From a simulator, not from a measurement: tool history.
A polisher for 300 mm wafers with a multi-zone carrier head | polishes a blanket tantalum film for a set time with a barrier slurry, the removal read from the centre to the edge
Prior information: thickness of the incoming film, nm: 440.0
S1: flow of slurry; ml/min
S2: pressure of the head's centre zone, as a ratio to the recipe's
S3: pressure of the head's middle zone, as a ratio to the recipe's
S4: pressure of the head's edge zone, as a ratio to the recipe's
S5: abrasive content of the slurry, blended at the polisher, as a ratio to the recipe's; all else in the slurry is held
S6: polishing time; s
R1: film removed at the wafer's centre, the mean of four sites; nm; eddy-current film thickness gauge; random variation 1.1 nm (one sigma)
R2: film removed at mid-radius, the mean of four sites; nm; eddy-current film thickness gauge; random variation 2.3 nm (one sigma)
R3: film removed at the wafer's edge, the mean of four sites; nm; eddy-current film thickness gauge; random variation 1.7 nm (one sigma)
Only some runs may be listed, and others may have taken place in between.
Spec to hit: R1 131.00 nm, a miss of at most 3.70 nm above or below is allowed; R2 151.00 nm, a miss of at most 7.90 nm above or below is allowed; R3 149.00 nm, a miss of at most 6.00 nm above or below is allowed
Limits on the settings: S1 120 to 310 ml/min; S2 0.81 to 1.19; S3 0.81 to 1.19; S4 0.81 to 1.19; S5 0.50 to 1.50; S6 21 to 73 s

run  hour   S1    S2    S3    S4    S5  S6      R1      R2      R3
  1   0.0  200  1.00  1.00  1.00  1.00  47  126.72  123.71  124.81
  2   5.9  200  1.08  1.00  1.00  1.00  47  140.12  126.89  126.83
  3   7.3  200  1.08  1.00  0.97  1.00  47  138.18  123.86  123.59
  4  13.1  200  1.06  1.01  1.00  1.05  47  137.74  127.58  126.62
  5  21.5  200  1.06  0.94  1.00  1.05  47  138.69  119.69  127.68
  6  24.9  200  1.04  0.96  1.03  1.10  47  138.61  125.24  128.37
  7  30.7  195  1.00  0.96  1.05  1.15  48  137.92  131.15  138.54
  8  38.8  190  0.99  0.98  1.06  1.15  48  136.30  132.38  138.57
  9  45.8  190  0.98  1.00  1.07  1.15  48  134.23  136.03  137.14

Which one of the following 5 next-run settings gets every result inside its allowed miss? There is exactly one.
  A  52.8  165  0.92  1.10  1.15  1.15  51   ?   ?   ?
  B  52.8  205  0.98  0.81  1.06  1.15  48   ?   ?   ?
  C  52.8  160  0.92  0.99  1.07  1.15  56   ?   ?   ?
  D  52.8  190  0.92  0.88  1.14  1.10  54   ?   ?   ?
  E  52.8  215  0.97  0.86  1.01  1.10  48   ?   ?   ?

move      R1      R2      R3
   A  130.37  151.68  148.01
   B  134.14  117.87  137.18
   C  142.48  153.76  157.12
   D  138.14  136.99  155.84
   E  131.43  121.44  132.64
A: meets every target
B: moves away from the targets compared with the last run
C: takes the biggest miss from the last run beyond its target
D: takes the biggest miss from the last run beyond its target
E: moves away from the targets compared with the last run
So the answer is move A, the one that meets all the targets.
